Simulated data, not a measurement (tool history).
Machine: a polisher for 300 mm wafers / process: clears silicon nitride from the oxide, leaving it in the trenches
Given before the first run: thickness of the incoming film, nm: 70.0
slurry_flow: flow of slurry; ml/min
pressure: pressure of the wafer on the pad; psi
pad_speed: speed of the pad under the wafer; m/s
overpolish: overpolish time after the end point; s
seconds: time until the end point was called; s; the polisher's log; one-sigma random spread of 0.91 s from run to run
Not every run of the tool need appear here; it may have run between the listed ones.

{"run": 1, "hour": 0.0, "slurry_flow": 190, "pressure": 2.2, "pad_speed": 1.12, "overpolish": 8, "seconds": 87.33}
{"run": 2, "hour": 3.7, "slurry_flow": 190, "pressure": 2.2, "pad_speed": 1.32, "overpolish": 8, "seconds": 76.043}
{"run": 3, "hour": 11.6, "slurry_flow": 215, "pressure": 2.2, "pad_speed": 1.32, "overpolish": 8, "seconds": 75.181}
{"run": 4, "hour": 14.2, "slurry_flow": 195, "pressure": 2.2, "pad_speed": 1.32, "overpolish": 8, "seconds": 76.035}
{"run": 5, "hour": 20.0, "slurry_flow": 215, "pressure": 2.2, "pad_speed": 1.32, "overpolish": 8, "seconds": 76.096}
{"run": 6, "hour": 23.5, "slurry_flow": 215, "pressure": 2.4, "pad_speed": 1.32, "overpolish": 8, "seconds": 69.503}
{"run": 7, "hour": 30.5, "slurry_flow": 215, "pressure": 2.5, "pad_speed": 1.32, "overpolish": 8, "seconds": 66.035}
{"run": 8, "hour": 37.9, "slurry_flow": 215, "pressure": 2.6, "pad_speed": 1.32, "overpolish": 8, "seconds": 63.656}
{"run": 9, "hour": 45.8, "slurry_flow": 215, "pressure": 2.7, "pad_speed": 1.32, "overpolish": 8, "seconds": 62.357}

What will run 10 give?
{"run": 10, "hour": 48.4, "slurry_flow": 215, "pressure": 2.8, "pad_speed": 1.32, "overpolish": 8, "seconds": "?"}

{"run 10": {"seconds": 61.745}}
